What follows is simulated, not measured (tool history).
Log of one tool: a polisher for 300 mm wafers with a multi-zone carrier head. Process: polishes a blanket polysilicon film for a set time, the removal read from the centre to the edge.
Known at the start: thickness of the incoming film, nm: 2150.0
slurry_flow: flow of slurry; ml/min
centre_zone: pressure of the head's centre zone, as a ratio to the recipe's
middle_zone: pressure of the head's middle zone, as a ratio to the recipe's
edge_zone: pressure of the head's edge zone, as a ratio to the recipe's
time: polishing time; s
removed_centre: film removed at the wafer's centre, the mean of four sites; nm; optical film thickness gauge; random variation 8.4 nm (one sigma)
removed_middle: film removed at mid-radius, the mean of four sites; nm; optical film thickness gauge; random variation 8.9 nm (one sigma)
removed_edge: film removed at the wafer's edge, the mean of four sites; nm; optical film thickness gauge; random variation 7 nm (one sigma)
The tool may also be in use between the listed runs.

run  hour  slurry_flow  centre_zone  middle_zone  edge_zone  time  removed_centre  removed_middle  removed_edge
  1   0.0          270         1.00         1.00       1.00    57          546.04          546.44        564.83
  2   1.3          270         0.95         1.00       1.00    57          515.81          555.08        545.51
  3   9.1          270         0.95         1.00       1.03    57          532.44          544.76        559.07
  4  15.7          270         0.95         0.97       1.03    57          527.85          544.78        558.33
  5  17.3          270         0.95         0.97       1.03    66          611.82          622.48        651.43
  6  18.0          270         0.95         0.97       0.98    66          615.03          621.73        637.80
  7  24.0          270         0.95         0.97       0.98    66          614.00          619.79        643.80

Forecast run 8:
  8  32.2          295         1.00         1.03       0.93    66               ?               ?             ?

{"run 8": {"removed_centre": 656.71, "removed_middle": 647.2, "removed_edge": 619.81}}

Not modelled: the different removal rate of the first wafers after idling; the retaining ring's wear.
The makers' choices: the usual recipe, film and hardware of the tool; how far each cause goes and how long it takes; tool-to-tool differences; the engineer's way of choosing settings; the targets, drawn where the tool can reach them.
